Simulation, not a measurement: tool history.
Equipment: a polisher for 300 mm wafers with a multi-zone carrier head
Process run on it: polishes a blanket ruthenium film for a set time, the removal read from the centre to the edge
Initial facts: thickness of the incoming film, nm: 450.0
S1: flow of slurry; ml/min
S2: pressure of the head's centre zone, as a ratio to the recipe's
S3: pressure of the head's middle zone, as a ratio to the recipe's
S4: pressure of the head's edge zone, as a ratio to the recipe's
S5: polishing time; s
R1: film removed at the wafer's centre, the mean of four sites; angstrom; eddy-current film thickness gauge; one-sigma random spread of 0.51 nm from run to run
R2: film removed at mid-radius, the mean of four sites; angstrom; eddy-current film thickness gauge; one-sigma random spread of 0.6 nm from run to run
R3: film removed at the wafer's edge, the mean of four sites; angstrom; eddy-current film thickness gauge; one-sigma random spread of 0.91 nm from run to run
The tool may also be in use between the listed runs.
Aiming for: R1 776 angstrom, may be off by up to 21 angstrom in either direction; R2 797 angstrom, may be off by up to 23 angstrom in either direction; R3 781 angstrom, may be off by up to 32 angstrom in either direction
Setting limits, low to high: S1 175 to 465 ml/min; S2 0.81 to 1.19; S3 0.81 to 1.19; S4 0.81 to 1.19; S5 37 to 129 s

Run 1, hour 0: S1 295 ml/min, S2 1, S3 1, S4 1, S5 83 s. Result: R1 1200.8 angstrom, R2 1231.7 angstrom, R3 1248.1 angstrom.
Run 2, hour 1.3: S1 295 ml/min, S2 0.99, S3 0.99, S4 0.98, S5 78 s. Result: R1 1112.6 angstrom, R2 1163.5 angstrom, R3 1149.2 angstrom.
Run 3, hour 7.3: S1 295 ml/min, S2 0.99, S3 1.06, S4 0.98, S5 78 s. Result: R1 1113.4 angstrom, R2 1229.8 angstrom, R3 1174.9 angstrom.
Run 4, hour 13.2: S1 295 ml/min, S2 0.99, S3 1.06, S4 0.93, S5 78 s. Result: R1 1125.1 angstrom, R2 1238.4 angstrom, R3 1147.5 angstrom.
Run 5, hour 16.4: S1 290 ml/min, S2 0.98, S3 1.03, S4 0.91, S5 74 s. Result: R1 1051.6 angstrom, R2 1133.1 angstrom, R3 1061.3 angstrom.
Run 6, hour 20.1: S1 290 ml/min, S2 0.98, S3 1.03, S4 0.84, S5 74 s. Result: R1 1051.7 angstrom, R2 1132.5 angstrom, R3 1016.3 angstrom.
Run 7, hour 29: S1 285 ml/min, S2 0.93, S3 0.93, S4 0.82, S5 51 s. Result: R1 696.46 angstrom, R2 709.76 angstrom, R3 692.24 angstrom.
Run 8, hour 34.3: S1 295 ml/min, S2 0.94, S3 0.94, S4 0.84, S5 51 s. Result: R1 697.74 angstrom, R2 719.48 angstrom, R3 710.21 angstrom.
Run 9, hour 39.6: S1 300 ml/min, S2 0.95, S3 0.95, S4 0.85, S5 51 s. Result: R1 702.9 angstrom, R2 729.41 angstrom, R3 725.45 angstrom.
Run 10, hour 41.9: S1 300 ml/min, S2 0.96, S3 0.96, S4 0.85, S5 51 s. Result: R1 704.3 angstrom, R2 733.09 angstrom, R3 699.77 angstrom.
Run 11, hour 44.3: S1 300 ml/min, S2 0.97, S3 0.96, S4 0.87, S5 52 s. Result: R1 726.27 angstrom, R2 752.5 angstrom, R3 748.04 angstrom.
Run 12, hour 46.6: S1 300 ml/min, S2 0.98, S3 0.97, S4 0.87, S5 52 s. Result: R1 743.2 angstrom, R2 760.45 angstrom, R3 737.38 angstrom.
Run 13, hour 51.7: S1 300 ml/min, S2 0.98, S3 0.97, S4 0.88, S5 52 s. Result: R1 731.36 angstrom, R2 753.01 angstrom, R3 743.03 angstrom.
Run 14, hour 53.8: S1 300 ml/min, S2 0.99, S3 0.98, S4 0.89, S5 52 s. Result: R1 735.7 angstrom, R2 771.36 angstrom, R3 750.61 angstrom.

Exactly one of the 5 candidate moves below puts every result within its allowed miss. Which one?
Run A, hour 55.9: S1 260 ml/min, S2 0.98, S3 0.97, S4 0.88, S5 55 s. Result: R1 ?, R2 ?, R3 ?.
Run B, hour 55.9: S1 305 ml/min, S2 1.03, S3 0.91, S4 1.11, S5 51 s. Result: R1 ?, R2 ?, R3 ?.
Run C, hour 55.9: S1 320 ml/min, S2 1.04, S3 1.14, S4 0.88, S5 49 s. Result: R1 ?, R2 ?, R3 ?.
Run D, hour 55.9: S1 315 ml/min, S2 0.92, S3 0.93, S4 0.98, S5 53 s. Result: R1 ?, R2 ?, R3 ?.
Run E, hour 55.9: S1 465 ml/min, S2 0.96, S3 1, S4 0.91, S5 49 s. Result: R1 ?, R2 ?, R3 ?.

move      R1      R2      R3
   A   766.8  795.22  787.95
   B  751.04  706.64  822.49
   C  731.33  820.48  707.39
   D  708.04  749.41   805.5
   E  696.81  751.73  731.44
A: in spec on every target
B: misses by more than the last run did
C: misses by more than the last run did
D: misses by more than the last run did
E: misses by more than the last run did
The right move is A.
